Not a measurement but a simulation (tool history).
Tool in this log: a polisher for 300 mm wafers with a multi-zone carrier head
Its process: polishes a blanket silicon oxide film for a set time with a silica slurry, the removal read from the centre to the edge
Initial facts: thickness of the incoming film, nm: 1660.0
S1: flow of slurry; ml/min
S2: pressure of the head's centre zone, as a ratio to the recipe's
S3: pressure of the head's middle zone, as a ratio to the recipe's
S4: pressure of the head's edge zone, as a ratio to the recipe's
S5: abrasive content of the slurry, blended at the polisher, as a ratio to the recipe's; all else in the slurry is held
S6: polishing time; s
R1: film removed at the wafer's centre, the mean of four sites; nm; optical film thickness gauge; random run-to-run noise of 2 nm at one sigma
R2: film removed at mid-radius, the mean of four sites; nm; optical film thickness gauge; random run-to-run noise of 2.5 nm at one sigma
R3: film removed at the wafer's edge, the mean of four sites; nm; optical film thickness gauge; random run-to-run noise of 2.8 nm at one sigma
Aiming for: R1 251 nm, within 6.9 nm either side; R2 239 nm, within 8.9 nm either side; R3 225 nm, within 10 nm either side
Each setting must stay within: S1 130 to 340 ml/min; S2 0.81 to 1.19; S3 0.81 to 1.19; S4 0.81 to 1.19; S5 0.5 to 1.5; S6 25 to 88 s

run	hour	S1	S2	S3	S4	S5	S6	R1	R2	R3
1	0	220	1	1	1	1	56	140.29	138.12	137.49
2	1.8	230	1.04	1.03	1.03	1.15	59	164.61	159.72	159.54
3	6.2	240	1.07	1.07	1.05	1.25	61	182.68	176.35	168.89
4	12.5	240	1.07	1.07	1.05	1.25	48	145.07	139.7	134.32
5	15	240	1.07	1.07	1.05	1.25	35	105.47	104.95	98.648
6	21.2	250	1.08	1.09	1.07	1.3	43	133.42	130.97	123.47
7	29.3	260	1.09	1.11	1.09	1.35	49	156.03	155.46	145.32
8	37.5	270	1.11	1.12	1.11	1.4	53	176.46	172.44	161.69
9	41.6	275	1.12	1.13	1.13	1.45	56	188.99	189.7	173.2
10	43	280	1.13	1.12	1.14	1.45	59	204.57	198.8	182.45
11	43.7	275	1.13	1.11	1.15	1.45	62	214.4	200.44	201.36
12	45.9	280	1.14	1.12	1.16	1.45	63	220.43	209.69	198.89
13	49.5	280	1.14	1.12	1.16	1.45	64	221.2	212.3	200.16
14	54.8	280	1.14	1.12	1.16	1.45	65	225.34	217.01	210.46
15	55.9	285	1.15	1.13	1.16	1.45	66	235.27	223.65	210.87
16	63.3	285	1.15	1.13	1.16	1.45	66	229.93	223.58	211.42
17	64.4	290	1.16	1.13	1.16	1.45	67	238.19	227.09	209.11

4 candidate next runs follow, results not yet known. Just one meets every target within its allowed miss. Identify it.
A	65.5	280	1.04	1.16	1.19	1.45	70	?	?	?
B	65.5	220	1.19	1.17	1.19	1.3	74	?	?	?
C	65.5	295	1.15	1.16	1.15	1.35	63	?	?	?
D	65.5	330	1.19	1	1.15	1.5	69	?	?	?

move	R1	R2	R3
A	221.55	239.96	221.56
B	249.89	238.45	219.89
C	215.27	210.49	191.03
D	257.06	213.95	220.44
A: misses by more than the last run did
B: in spec on every target
C: misses by more than the last run did
D: gets the furthest-off result to its target, but another result is out of tolerance
B is the move that brings every result within its allowed miss.
